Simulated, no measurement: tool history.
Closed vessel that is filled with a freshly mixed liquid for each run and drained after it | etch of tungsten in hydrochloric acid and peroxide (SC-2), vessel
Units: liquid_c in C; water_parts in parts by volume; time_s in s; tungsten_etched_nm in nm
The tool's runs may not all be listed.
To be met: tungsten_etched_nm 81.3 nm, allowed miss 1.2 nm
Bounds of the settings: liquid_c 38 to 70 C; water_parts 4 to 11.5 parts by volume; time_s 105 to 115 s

Run 1, hour 0: liquid_c 54 C, water_parts 6.5 parts by volume, time_s 105 s. Result: tungsten_etched_nm 30.749 nm.
Run 2, hour 2.7: liquid_c 50 C, water_parts 6.5 parts by volume, time_s 105 s. Result: tungsten_etched_nm 23.267 nm.
Run 3, hour 5.7: liquid_c 50 C, water_parts 4.5 parts by volume, time_s 105 s. Result: tungsten_etched_nm 30.561 nm.
Run 4, hour 8.5: liquid_c 52 C, water_parts 4.5 parts by volume, time_s 105 s. Result: tungsten_etched_nm 35.053 nm.
Run 5, hour 17.7: liquid_c 52 C, water_parts 4.5 parts by volume, time_s 115 s. Result: tungsten_etched_nm 38.328 nm.
Run 6, hour 26: liquid_c 57 C, water_parts 4.5 parts by volume, time_s 115 s. Result: tungsten_etched_nm 52.823 nm.
Run 7, hour 33.2: liquid_c 58 C, water_parts 4.5 parts by volume, time_s 115 s. Result: tungsten_etched_nm 56.29 nm.
Run 8, hour 39.2: liquid_c 59 C, water_parts 4.5 parts by volume, time_s 115 s. Result: tungsten_etched_nm 60.505 nm.
Run 9, hour 44: liquid_c 59.5 C, water_parts 4.5 parts by volume, time_s 115 s. Result: tungsten_etched_nm 62.39 nm.
Run 10, hour 46.2: liquid_c 60 C, water_parts 4.5 parts by volume, time_s 115 s. Result: tungsten_etched_nm 64.503 nm.
Run 11, hour 47.2: liquid_c 60.5 C, water_parts 4.5 parts by volume, time_s 115 s. Result: tungsten_etched_nm 66.343 nm.
Run 12, hour 52.8: liquid_c 61 C, water_parts 4.5 parts by volume, time_s 115 s. Result: tungsten_etched_nm 68.209 nm.
Run 13, hour 53.8: liquid_c 61.5 C, water_parts 4.5 parts by volume, time_s 115 s. Result: tungsten_etched_nm 70.513 nm.
Run 14, hour 59.5: liquid_c 62 C, water_parts 4.5 parts by volume, time_s 115 s. Result: tungsten_etched_nm 72.252 nm.
Run 15, hour 67.4: liquid_c 63 C, water_parts 4.5 parts by volume, time_s 115 s. Result: tungsten_etched_nm 77.232 nm.
Run 16, hour 71.6: liquid_c 63.5 C, water_parts 4.5 parts by volume, time_s 115 s. Result: tungsten_etched_nm 79.948 nm.

Which of these 5 next moves meets every target?
Run A, hour 75.8: liquid_c 62 C, water_parts 4 parts by volume, time_s 115 s. Result: tungsten_etched_nm ?.
Run B, hour 75.8: liquid_c 63.5 C, water_parts 4 parts by volume, time_s 105 s. Result: tungsten_etched_nm ?.
Run C, hour 75.8: liquid_c 65.5 C, water_parts 5 parts by volume, time_s 115 s. Result: tungsten_etched_nm ?.
Run D, hour 75.8: liquid_c 65 C, water_parts 5 parts by volume, time_s 115 s. Result: tungsten_etched_nm ?.
Run E, hour 75.8: liquid_c 65.5 C, water_parts 5.5 parts by volume, time_s 115 s. Result: tungsten_etched_nm ?.

move  tungsten_etched_nm
   A              78.468
   B              78.593
   C              83.366
   D               80.87
   E              77.809
A: further off than the last run
B: further off than the last run
C: takes the result that was furthest off past its target
D: meets every target
E: further off than the last run
Move D is the one to make.
